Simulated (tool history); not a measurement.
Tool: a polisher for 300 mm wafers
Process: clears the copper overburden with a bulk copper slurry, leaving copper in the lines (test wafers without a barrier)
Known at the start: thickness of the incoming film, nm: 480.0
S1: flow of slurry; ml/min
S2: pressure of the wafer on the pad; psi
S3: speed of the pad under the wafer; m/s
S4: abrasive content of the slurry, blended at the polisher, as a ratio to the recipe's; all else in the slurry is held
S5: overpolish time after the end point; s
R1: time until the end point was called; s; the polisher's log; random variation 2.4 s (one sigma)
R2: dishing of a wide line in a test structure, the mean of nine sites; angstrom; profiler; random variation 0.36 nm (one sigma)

run,hour,S1,S2,S3,S4,S5,R1,R2
1,0,225,1.7,0.98,1,26,86.627,594.78
2,8.9,225,1.9,0.98,1,26,80.526,619.15
3,11.9,225,1.6,0.96,1,21,96.978,488.93
4,15.5,225,1.8,0.96,1,21,87.682,537.25
5,24.1,220,1.5,0.98,0.95,18,104.51,430.28
# hour 28: head pressure recalibrated
6,28,200,1.3,1.08,0.85,15,120,339.86
7,35.5,200,1.3,1.08,0.85,15,113,331.4
8,44.1,195,1.3,1.12,0.8,14,116.26,326.43
9,45,190,1.3,1.16,0.75,12,110.35,288.14
10,49.1,180,1.1,1.18,0.65,11,133.54,228.03

Run 11 comes next. What will it give?
11,50.7,185,1.1,1.18,0.65,11,?,?

R1: 133.01 s
R2: 229.16 angstrom

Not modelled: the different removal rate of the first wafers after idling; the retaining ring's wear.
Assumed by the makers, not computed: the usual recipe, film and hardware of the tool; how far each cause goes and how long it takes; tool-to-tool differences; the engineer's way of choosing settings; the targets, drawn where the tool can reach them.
